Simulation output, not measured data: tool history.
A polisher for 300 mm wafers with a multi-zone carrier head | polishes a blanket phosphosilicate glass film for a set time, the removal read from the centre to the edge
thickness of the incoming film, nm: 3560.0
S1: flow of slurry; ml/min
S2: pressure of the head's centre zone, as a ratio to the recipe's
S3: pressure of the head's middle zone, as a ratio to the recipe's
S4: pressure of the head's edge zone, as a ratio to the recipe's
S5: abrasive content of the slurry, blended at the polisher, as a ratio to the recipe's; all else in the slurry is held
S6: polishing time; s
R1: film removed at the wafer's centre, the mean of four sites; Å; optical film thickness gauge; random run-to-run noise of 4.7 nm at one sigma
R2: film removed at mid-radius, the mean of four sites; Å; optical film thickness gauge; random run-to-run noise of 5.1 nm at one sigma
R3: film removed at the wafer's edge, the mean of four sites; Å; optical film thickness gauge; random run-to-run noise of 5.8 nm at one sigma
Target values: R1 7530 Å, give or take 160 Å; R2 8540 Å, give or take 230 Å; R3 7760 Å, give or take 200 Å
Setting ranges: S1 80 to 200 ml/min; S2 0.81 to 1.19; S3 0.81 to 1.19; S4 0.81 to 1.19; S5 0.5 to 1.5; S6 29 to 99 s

{"run": 1, "day": 0.0, "S1": 130, "S2": 1, "S3": 1, "S4": 1, "S5": 1, "S6": 64, "R1": 5278.5, "R2": 5197.7, "R3": 5195.6}
{"run": 2, "day": 0.096, "S1": 130, "S2": 1, "S3": 1, "S4": 1, "S5": 1.15, "S6": 64, "R1": 5745.3, "R2": 5732, "R3": 5722.4}
{"run": 3, "day": 0.471, "S1": 140, "S2": 1.01, "S3": 1.03, "S4": 1.03, "S5": 1.2, "S6": 64, "R1": 5970.9, "R2": 6063.7, "R3": 5905.8}
{"run": 4, "day": 0.717, "S1": 140, "S2": 1.01, "S3": 1.03, "S4": 1.03, "S5": 1.2, "S6": 69, "R1": 6465.3, "R2": 6549.1, "R3": 6508.6}
{"run": 5, "day": 0.846, "S1": 140, "S2": 1.07, "S3": 1.03, "S4": 1.03, "S5": 1.2, "S6": 69, "R1": 6888.2, "R2": 6508, "R3": 6490.5}
{"run": 6, "day": 1.067, "S1": 160, "S2": 1.07, "S3": 1.03, "S4": 1.03, "S5": 1.2, "S6": 69, "R1": 7000.3, "R2": 6710.8, "R3": 6559.1}
{"run": 7, "day": 1.242, "S1": 165, "S2": 1.06, "S3": 1.06, "S4": 1.05, "S5": 1.25, "S6": 69, "R1": 7128, "R2": 6966.5, "R3": 6906}
{"run": 8, "day": 1.325, "S1": 170, "S2": 1.05, "S3": 1.09, "S4": 1.05, "S5": 1.3, "S6": 69, "R1": 7356.4, "R2": 7430.2, "R3": 6993.2}
{"run": 9, "day": 1.446, "S1": 190, "S2": 0.97, "S3": 1.16, "S4": 1.15, "S5": 1.4, "S6": 69, "R1": 7037.8, "R2": 8034.4, "R3": 7654.5}
{"run": 10, "day": 1.562, "S1": 190, "S2": 0.98, "S3": 1.17, "S4": 1.14, "S5": 1.4, "S6": 69, "R1": 7148.7, "R2": 8087.2, "R3": 7695.4}
{"run": 11, "day": 1.696, "S1": 190, "S2": 0.98, "S3": 1.17, "S4": 1.13, "S5": 1.4, "S6": 69, "R1": 7199, "R2": 8038.6, "R3": 7438.8}

5 next moves are on the table. One of them brings every result within its allowed miss. Which?
{"run": "A", "day": 1.829, "S1": 195, "S2": 0.95, "S3": 1.19, "S4": 1.1, "S5": 1.35, "S6": 73, "R1": "?", "R2": "?", "R3": "?"}
{"run": "B", "day": 1.829, "S1": 170, "S2": 0.97, "S3": 1.19, "S4": 1.13, "S5": 1.25, "S6": 82, "R1": "?", "R2": "?", "R3": "?"}
{"run": "C", "day": 1.829, "S1": 200, "S2": 0.98, "S3": 1.19, "S4": 1.12, "S5": 1.2, "S6": 77, "R1": "?", "R2": "?", "R3": "?"}
{"run": "D", "day": 1.829, "S1": 195, "S2": 0.97, "S3": 1.16, "S4": 1.1, "S5": 1.5, "S6": 66, "R1": "?", "R2": "?", "R3": "?"}
{"run": "E", "day": 1.829, "S1": 200, "S2": 0.98, "S3": 1.19, "S4": 1.01, "S5": 1.35, "S6": 76, "R1": "?", "R2": "?", "R3": "?"}

move=A R1=7318.7 R2=8678.2 R3=7845
move=B R1=7883.5 R2=9176.4 R3=8449.9
move=C R1=7538.2 R2=8657.4 R3=7884.9
move=D R1=7077.9 R2=8086.5 R3=7432.4
move=E R1=7895.3 R2=9068.9 R3=7884.3
A: brings the result that was furthest off to its target, and leaves another outside
B: moves the result that the last run missed by most past its target, out the other side
C: all results land within tolerance of their targets
D: its largest miss is bigger than the last run's
E: moves the result that the last run missed by most past its target, out the other side
Go with C: it meets all targets.
